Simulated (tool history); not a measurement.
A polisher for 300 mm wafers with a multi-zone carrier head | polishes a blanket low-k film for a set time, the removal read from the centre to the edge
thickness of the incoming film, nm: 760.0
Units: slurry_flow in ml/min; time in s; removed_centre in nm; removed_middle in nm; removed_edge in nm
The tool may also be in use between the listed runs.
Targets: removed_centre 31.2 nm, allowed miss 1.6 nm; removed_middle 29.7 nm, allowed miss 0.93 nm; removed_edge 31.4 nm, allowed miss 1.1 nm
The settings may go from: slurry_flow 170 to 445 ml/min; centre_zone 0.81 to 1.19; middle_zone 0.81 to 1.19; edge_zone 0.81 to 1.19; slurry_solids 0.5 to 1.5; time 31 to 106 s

run 1 hour=0 | slurry_flow=285 centre_zone=1 middle_zone=1 edge_zone=1 slurry_solids=1 time=68 | removed_centre=41.558 removed_middle=41.665 removed_edge=45.128
run 2 hour=6.7 | slurry_flow=285 centre_zone=1 middle_zone=1 edge_zone=1 slurry_solids=1 time=81 | removed_centre=50.381 removed_middle=49.775 removed_edge=54.486
run 3 hour=14.8 | slurry_flow=285 centre_zone=1.04 middle_zone=1 edge_zone=1 slurry_solids=1 time=81 | removed_centre=51.315 removed_middle=49.591 removed_edge=53.864
run 4 hour=16 | slurry_flow=280 centre_zone=1.04 middle_zone=0.99 edge_zone=0.96 slurry_solids=0.85 time=75 | removed_centre=45.37 removed_middle=42.786 removed_edge=45.773
run 5 hour=18.6 | slurry_flow=310 centre_zone=1.04 middle_zone=0.99 edge_zone=0.96 slurry_solids=0.85 time=75 | removed_centre=45.58 removed_middle=43.631 removed_edge=47.03
run 6 hour=20.2 | slurry_flow=310 centre_zone=1.04 middle_zone=0.94 edge_zone=0.96 slurry_solids=0.85 time=75 | removed_centre=46.638 removed_middle=41.994 removed_edge=46.566
run 7 hour=21.2 | slurry_flow=285 centre_zone=1.02 middle_zone=0.94 edge_zone=0.93 slurry_solids=0.75 time=71 | removed_centre=40.854 removed_middle=38.196 removed_edge=40.918
run 8 hour=23.2 | slurry_flow=270 centre_zone=1 middle_zone=0.92 edge_zone=0.92 slurry_solids=0.65 time=69 | removed_centre=36.715 removed_middle=34.021 removed_edge=38.235
run 9 hour=31.9 | slurry_flow=265 centre_zone=1 middle_zone=0.92 edge_zone=0.89 slurry_solids=0.6 time=67 | removed_centre=33.544 removed_middle=32.042 removed_edge=35.084
run 10 hour=40.7 | slurry_flow=255 centre_zone=1.01 middle_zone=0.92 edge_zone=0.86 slurry_solids=0.55 time=67 | removed_centre=32.93 removed_middle=31.076 removed_edge=33.347
run 11 hour=44.1 | slurry_flow=245 centre_zone=1.01 middle_zone=0.92 edge_zone=0.84 slurry_solids=0.55 time=67 | removed_centre=32.705 removed_middle=31.084 removed_edge=32.883
-- hour=52.8 edge zone pressure recalibrated
run 12 hour=52.8 | slurry_flow=235 centre_zone=1.01 middle_zone=0.91 edge_zone=0.83 slurry_solids=0.55 time=67 | removed_centre=32.615 removed_middle=30.668 removed_edge=31.169

Which of these 5 next moves meets every target?
run A hour=61.5 | slurry_flow=395 centre_zone=0.97 middle_zone=1.02 edge_zone=0.83 slurry_solids=0.6 time=60 | removed_centre=? removed_middle=? removed_edge=?
run B hour=61.5 | slurry_flow=285 centre_zone=0.98 middle_zone=0.95 edge_zone=0.85 slurry_solids=0.7 time=61 | removed_centre=? removed_middle=? removed_edge=?
run C hour=61.5 | slurry_flow=180 centre_zone=1.02 middle_zone=0.94 edge_zone=0.91 slurry_solids=0.5 time=69 | removed_centre=? removed_middle=? removed_edge=?
run D hour=61.5 | slurry_flow=250 centre_zone=1.04 middle_zone=0.92 edge_zone=0.83 slurry_solids=0.5 time=70 | removed_centre=? removed_middle=? removed_edge=?
run E hour=61.5 | slurry_flow=360 centre_zone=1.1 middle_zone=0.93 edge_zone=0.93 slurry_solids=0.5 time=64 | removed_centre=? removed_middle=? removed_edge=?

move=A removed_centre=30.656 removed_middle=32.638 removed_edge=29.283
move=B removed_centre=32.097 removed_middle=32.188 removed_edge=31.026
move=C removed_centre=31.199 removed_middle=30.056 removed_edge=30.665
move=D removed_centre=34.241 removed_middle=31.64 removed_edge=31.038
move=E removed_centre=34.579 removed_middle=30.293 removed_edge=30.768
A: further off than the last run
B: further off than the last run
C: meets every target
D: further off than the last run
E: brings the result that was furthest off to its target, and leaves another outside
Move C is the one to make.

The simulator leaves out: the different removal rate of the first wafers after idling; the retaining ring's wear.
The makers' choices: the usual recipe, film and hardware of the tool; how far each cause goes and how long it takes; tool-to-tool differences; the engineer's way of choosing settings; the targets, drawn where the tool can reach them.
